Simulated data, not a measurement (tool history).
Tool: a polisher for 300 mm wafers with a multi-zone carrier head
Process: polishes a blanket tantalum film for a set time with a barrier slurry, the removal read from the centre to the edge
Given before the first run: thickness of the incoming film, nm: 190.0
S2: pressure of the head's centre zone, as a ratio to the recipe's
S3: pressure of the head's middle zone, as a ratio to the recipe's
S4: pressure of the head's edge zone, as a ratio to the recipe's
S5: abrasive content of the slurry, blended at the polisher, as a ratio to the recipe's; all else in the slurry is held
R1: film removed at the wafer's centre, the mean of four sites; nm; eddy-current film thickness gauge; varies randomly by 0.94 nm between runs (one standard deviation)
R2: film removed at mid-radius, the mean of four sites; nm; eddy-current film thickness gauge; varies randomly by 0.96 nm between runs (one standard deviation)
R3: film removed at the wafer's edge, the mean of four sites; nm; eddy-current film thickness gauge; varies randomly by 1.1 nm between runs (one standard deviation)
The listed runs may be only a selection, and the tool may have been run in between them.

run 1 hour=0 | flow_of_slurry_(ml/min)=295 S2=1 S3=1 S4=1 S5=1 polishing_time_(s)=30 | R1=60.64 R2=60.782 R3=61.974
run 2 hour=6.4 | flow_of_slurry_(ml/min)=295 S2=1 S3=1 S4=1 S5=1 polishing_time_(s)=26 | R1=52.384 R2=53.763 R3=54.2
run 3 hour=9.4 | flow_of_slurry_(ml/min)=295 S2=1 S3=1.03 S4=1 S5=1 polishing_time_(s)=26 | R1=52.761 R2=54.047 R3=53.777
run 4 hour=12.2 | flow_of_slurry_(ml/min)=300 S2=0.99 S3=1.05 S4=1.01 S5=1.1 polishing_time_(s)=28 | R1=59.123 R2=62.177 R3=58.223
run 5 hour=21.1 | flow_of_slurry_(ml/min)=300 S2=0.99 S3=1.05 S4=1.01 S5=1.1 polishing_time_(s)=21 | R1=43.661 R2=46.69 R3=44.241
run 6 hour=24.6 | flow_of_slurry_(ml/min)=295 S2=0.97 S3=1.04 S4=1.02 S5=1.15 polishing_time_(s)=24 | R1=51.233 R2=52.739 R3=50.397

For run 7, what comes out?
run 7 hour=31.6 | flow_of_slurry_(ml/min)=325 S2=0.87 S3=1.1 S4=1.12 S5=1.4 polishing_time_(s)=32 | R1=? R2=? R3=?

{"run 7": {"R1": 66.972, "R2": 77.519, "R3": 74.26}}
